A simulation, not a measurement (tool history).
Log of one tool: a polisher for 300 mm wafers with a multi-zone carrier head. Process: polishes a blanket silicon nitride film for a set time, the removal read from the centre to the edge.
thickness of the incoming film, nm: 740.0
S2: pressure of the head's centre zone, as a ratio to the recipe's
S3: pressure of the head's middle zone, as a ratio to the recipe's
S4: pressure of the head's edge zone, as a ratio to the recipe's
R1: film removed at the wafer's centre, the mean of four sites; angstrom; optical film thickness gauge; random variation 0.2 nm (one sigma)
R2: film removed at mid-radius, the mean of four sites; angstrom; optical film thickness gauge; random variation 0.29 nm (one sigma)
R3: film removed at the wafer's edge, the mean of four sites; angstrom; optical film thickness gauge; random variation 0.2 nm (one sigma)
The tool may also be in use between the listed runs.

{"run": 1, "hour": 0.0, "flow of slurry (ml/min)": 200, "S2": 1, "S3": 1, "S4": 1, "polishing time (s)": 36, "R1": 566.12, "R2": 568.47, "R3": 575.66}
{"run": 2, "hour": 7.0, "flow of slurry (ml/min)": 200, "S2": 1, "S3": 1, "S4": 1, "polishing time (s)": 43, "R1": 677.98, "R2": 685.69, "R3": 692.19}
{"run": 3, "hour": 12.9, "flow of slurry (ml/min)": 195, "S2": 0.99, "S3": 0.98, "S4": 0.98, "polishing time (s)": 40, "R1": 615.64, "R2": 614.86, "R3": 634.66}
{"run": 4, "hour": 18.9, "flow of slurry (ml/min)": 195, "S2": 0.99, "S3": 1.06, "S4": 0.98, "polishing time (s)": 40, "R1": 626.58, "R2": 652.16, "R3": 634.76}
{"run": 5, "hour": 25.8, "flow of slurry (ml/min)": 195, "S2": 0.91, "S3": 1.06, "S4": 0.98, "polishing time (s)": 40, "R1": 578.61, "R2": 663.14, "R3": 634.94}
{"run": 6, "hour": 26.9, "flow of slurry (ml/min)": 195, "S2": 0.91, "S3": 0.99, "S4": 0.98, "polishing time (s)": 40, "R1": 580.63, "R2": 617.57, "R3": 631.3}
{"run": 7, "hour": 29.1, "flow of slurry (ml/min)": 190, "S2": 0.9, "S3": 0.97, "S4": 0.96, "polishing time (s)": 37, "R1": 530.12, "R2": 556.6, "R3": 579.89}

The next listed run, before its measurement:
{"run": 8, "hour": 33.2, "flow of slurry (ml/min)": 185, "S2": 0.9, "S3": 0.96, "S4": 0.94, "polishing time (s)": 34, "R1": "?", "R2": "?", "R3": "?"}

Run 8 gave R1 489.79 angstrom, R2 501.55 angstrom, R3 528.98 angstrom.
